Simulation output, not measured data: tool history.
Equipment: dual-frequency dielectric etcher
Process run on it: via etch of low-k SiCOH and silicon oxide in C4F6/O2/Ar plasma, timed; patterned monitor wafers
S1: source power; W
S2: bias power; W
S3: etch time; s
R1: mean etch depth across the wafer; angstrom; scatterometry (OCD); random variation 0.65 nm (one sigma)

run  hour   S1   S2  S3      R1
  1     0  300  161  87  1800.8
  2   7.3  340  167  87  1928.5
  3  15.1  340  152  87  1860.2
  4  22.7  340  152  91  1950.2
  5  31.6  360  152  91  1999.3
  6  36.1  320  152  91    1886
     45.1  -- source power generator calibrated
  7  45.1  350  153  91  2010.3
  8  49.6  370  153  91  2048.5

Run 9 comes next. What will it give?
  9  53.3  390  153  91   ?

Run 9 produced R1 2112.8 angstrom.

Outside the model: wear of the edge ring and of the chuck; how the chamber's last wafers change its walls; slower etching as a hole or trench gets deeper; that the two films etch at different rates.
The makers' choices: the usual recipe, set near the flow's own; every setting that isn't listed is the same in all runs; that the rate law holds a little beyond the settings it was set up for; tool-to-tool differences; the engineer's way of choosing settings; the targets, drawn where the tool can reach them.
